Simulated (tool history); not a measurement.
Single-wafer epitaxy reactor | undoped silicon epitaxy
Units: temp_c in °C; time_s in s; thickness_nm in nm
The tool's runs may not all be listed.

run,day,temp_c,time_s,thickness_nm
1,0,670,218,59.376
2,0.217,662,218,48.381
3,0.442,668,219,56.487
4,0.696,668,242,62.366
5,1.067,673,242,70.372
6,1.1,673,228,66.196
7,1.154,677,228,73.043

Run 8 comes next. What will it give?
8,1.317,680,228,?

Run 8 gave thickness_nm 77.85 nm.

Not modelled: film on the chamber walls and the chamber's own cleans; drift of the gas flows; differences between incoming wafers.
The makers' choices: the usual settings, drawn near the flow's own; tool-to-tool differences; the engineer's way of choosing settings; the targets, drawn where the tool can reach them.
